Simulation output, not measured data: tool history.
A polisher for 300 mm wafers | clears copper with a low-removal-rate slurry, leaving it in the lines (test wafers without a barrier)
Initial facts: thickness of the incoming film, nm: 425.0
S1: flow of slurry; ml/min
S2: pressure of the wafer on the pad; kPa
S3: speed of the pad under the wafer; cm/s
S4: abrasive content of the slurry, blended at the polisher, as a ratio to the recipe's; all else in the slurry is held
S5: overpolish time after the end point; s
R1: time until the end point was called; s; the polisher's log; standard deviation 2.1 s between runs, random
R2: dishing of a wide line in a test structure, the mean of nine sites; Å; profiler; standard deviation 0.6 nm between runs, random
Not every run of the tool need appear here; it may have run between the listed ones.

run  hour   S1    S2   S3   S4  S5      R1      R2
  1   0.0  250  13.8  140  1.0  29  152.20  517.15
  2   5.1  250  13.1  140  1.0  26  160.02  451.16
  3  12.1  250  13.1  140  1.0  15  157.37  289.42
  4  18.7  250  13.1  114  1.0  15  194.51  240.17
  5  22.8  250  10.3  114  1.0  15  219.97  211.27
  6  26.7  250  10.3  114  1.0   9  214.28  128.36
  7  29.7  250  12.4  108  1.0  12  209.30  188.39

Forecast run 8:
  8  31.5  255  16.5  102  1.0  16   ?   ?

{"run 8": {"R1": 180.52, "R2": 265.43}}
